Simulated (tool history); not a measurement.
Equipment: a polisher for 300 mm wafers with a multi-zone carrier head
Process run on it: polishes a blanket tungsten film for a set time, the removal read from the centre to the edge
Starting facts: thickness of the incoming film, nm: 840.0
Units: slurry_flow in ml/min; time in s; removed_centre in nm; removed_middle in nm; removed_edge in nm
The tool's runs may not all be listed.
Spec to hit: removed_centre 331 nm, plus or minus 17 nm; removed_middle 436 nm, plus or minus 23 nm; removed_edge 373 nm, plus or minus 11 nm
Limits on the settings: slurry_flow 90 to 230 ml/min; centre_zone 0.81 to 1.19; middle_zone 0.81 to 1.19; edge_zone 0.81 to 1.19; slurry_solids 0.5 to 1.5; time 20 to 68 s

run,hour,slurry_flow,centre_zone,middle_zone,edge_zone,slurry_solids,time,removed_centre,removed_middle,removed_edge
1,0,150,1,1,1,1,44,254.85,253.94,261.91
2,2.3,150,1,0.93,1,1,44,255.2,243.2,259.98
3,10.2,150,1,0.85,1,1,44,254.01,222.26,260.75
4,13.9,155,0.99,0.89,1.01,1.05,45,254.31,245.25,269.94
5,22.6,155,0.99,0.89,1.01,0.85,45,242.43,234.51,253.44
# hour 30.1: worn pad replaced by a new one
6,30.1,160,0.98,0.92,1.01,0.9,46,293.36,278.45,300.6
7,36.5,165,0.96,0.95,1.01,0.9,45,277.57,279.05,298.28
8,38.7,170,0.94,0.98,0.99,0.85,44,257.76,271.03,281.36
9,42.2,200,0.9,1.08,1.02,1.1,50,315.86,368.77,353.58
10,46.8,205,0.9,1.09,1.02,1.1,50,315.11,384.47,351.11
11,49.7,205,0.9,1.1,1.02,1.1,50,324.08,364.48,357.38
12,57.6,210,0.89,1.11,1.01,1.15,50,324.44,393.6,355.57
13,60.4,220,0.86,1.13,1.01,1.2,50,319.71,402.61,359.2
14,66.7,220,0.86,1.14,1.01,1.2,50,315.36,411.34,364.75

Which of these 4 next moves meets every target?
A,73,220,0.89,1.18,0.86,1.2,52,?,?,?
B,73,220,0.83,1.14,0.91,1.1,55,?,?,?
C,73,225,0.83,1.11,1.03,1.3,48,?,?,?
D,73,230,0.85,1.19,0.9,1.35,49,?,?,?

move,removed_centre,removed_middle,removed_edge
A,338.49,422.29,353.02
B,327.88,424.34,374.41
C,300.22,380.15,363.45
D,317.56,415.92,351.94
A: the worst result of the last run now meets its target, but another is out of spec
B: in spec on every target
C: misses by more than the last run did
D: the worst result of the last run now meets its target, but another is out of spec
B is the move that brings every result within its allowed miss.
